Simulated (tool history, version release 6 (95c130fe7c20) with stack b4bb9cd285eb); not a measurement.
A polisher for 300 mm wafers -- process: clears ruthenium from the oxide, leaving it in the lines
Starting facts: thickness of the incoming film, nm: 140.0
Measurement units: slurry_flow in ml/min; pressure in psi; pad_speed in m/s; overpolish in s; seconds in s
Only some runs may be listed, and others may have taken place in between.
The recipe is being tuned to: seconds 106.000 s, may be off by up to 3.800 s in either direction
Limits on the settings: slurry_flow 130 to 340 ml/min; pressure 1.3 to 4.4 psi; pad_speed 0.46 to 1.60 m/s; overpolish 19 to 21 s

Run 1, hour 0.0: slurry_flow 220 ml/min, pressure 2.8 psi, pad_speed 1.02 m/s, overpolish 19 s. Result: seconds 86.516 s.
Run 2, hour 2.8: slurry_flow 255 ml/min, pressure 2.8 psi, pad_speed 1.02 m/s, overpolish 19 s. Result: seconds 83.509 s.
Run 3, hour 11.6: slurry_flow 255 ml/min, pressure 2.8 psi, pad_speed 0.86 m/s, overpolish 19 s. Result: seconds 99.102 s.
Run 4, hour 12.6: slurry_flow 255 ml/min, pressure 2.2 psi, pad_speed 0.86 m/s, overpolish 19 s. Result: seconds 128.710 s.
Run 5, hour 16.0: slurry_flow 255 ml/min, pressure 2.2 psi, pad_speed 0.60 m/s, overpolish 19 s. Result: seconds 179.390 s.
Run 6, hour 18.0: slurry_flow 210 ml/min, pressure 2.2 psi, pad_speed 0.60 m/s, overpolish 19 s. Result: seconds 184.740 s.
Run 7, hour 21.2: slurry_flow 220 ml/min, pressure 2.5 psi, pad_speed 0.60 m/s, overpolish 19 s. Result: seconds 159.320 s.
Run 8, hour 21.9: slurry_flow 225 ml/min, pressure 2.7 psi, pad_speed 0.60 m/s, overpolish 19 s. Result: seconds 149.280 s.
Run 9, hour 26.9: slurry_flow 235 ml/min, pressure 2.9 psi, pad_speed 0.60 m/s, overpolish 19 s. Result: seconds 137.870 s.

Which of these 5 next moves meets every target?
Run A, hour 31.9: slurry_flow 275 ml/min, pressure 3.1 psi, pad_speed 0.82 m/s, overpolish 21 s. Result: seconds ?.
Run B, hour 31.9: slurry_flow 305 ml/min, pressure 3.6 psi, pad_speed 0.70 m/s, overpolish 19 s. Result: seconds ?.
Run C, hour 31.9: slurry_flow 240 ml/min, pressure 3.3 psi, pad_speed 0.78 m/s, overpolish 19 s. Result: seconds ?.
Run D, hour 31.9: slurry_flow 225 ml/min, pressure 3.7 psi, pad_speed 0.62 m/s, overpolish 21 s. Result: seconds ?.
Run E, hour 31.9: slurry_flow 285 ml/min, pressure 3.3 psi, pad_speed 0.62 m/s, overpolish 19 s. Result: seconds ?.

move  seconds
   A   95.974
   B   95.896
   C   95.658
   D  107.050
   E  117.740
A: takes the biggest miss from the last run beyond its target
B: takes the biggest miss from the last run beyond its target
C: takes the biggest miss from the last run beyond its target
D: every result within its allowed miss
E: closer than the last run, but not yet in spec
D meets every target.
